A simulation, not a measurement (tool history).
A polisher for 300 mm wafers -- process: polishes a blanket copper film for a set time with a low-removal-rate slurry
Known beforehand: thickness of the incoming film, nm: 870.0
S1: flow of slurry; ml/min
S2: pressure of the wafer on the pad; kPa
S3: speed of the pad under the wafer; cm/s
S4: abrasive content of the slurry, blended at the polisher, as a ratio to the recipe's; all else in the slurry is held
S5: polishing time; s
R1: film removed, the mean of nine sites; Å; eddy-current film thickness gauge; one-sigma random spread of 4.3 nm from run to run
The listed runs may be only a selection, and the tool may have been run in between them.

| run | day | S1 | S2 | S3 | S4 | S5 | R1 |
|---|---|---|---|---|---|---|---|
| 1 | 0 | 155 | 14.5 | 138 | 1 | 89 | 2239.3 |
| 2 | 0.083 | 160 | 16.5 | 138 | 1 | 89 | 2538.3 |
| 3 | 0.183 | 160 | 17.9 | 140 | 1 | 89 | 2752.8 |
| 4 | 0.292 | 165 | 18.6 | 144 | 1 | 89 | 3003.4 |
| 5 | 0.488 | 170 | 19.3 | 146 | 1 | 89 | 3131.1 |
| 6 | 0.617 | 170 | 20 | 148 | 1 | 89 | 3310.9 |
| 7 | 0.854 | 170 | 20.7 | 150 | 1 | 89 | 3386.4 |
| 8 | 1.096 | 175 | 20.7 | 152 | 1 | 89 | 3446.9 |

Run 9 has not been measured yet. What should we expect?
| 9 | 1.462 | 175 | 20.7 | 154 | 1 | 89 | ? |

For run 9 the tool returned R1 3522.3 Å.

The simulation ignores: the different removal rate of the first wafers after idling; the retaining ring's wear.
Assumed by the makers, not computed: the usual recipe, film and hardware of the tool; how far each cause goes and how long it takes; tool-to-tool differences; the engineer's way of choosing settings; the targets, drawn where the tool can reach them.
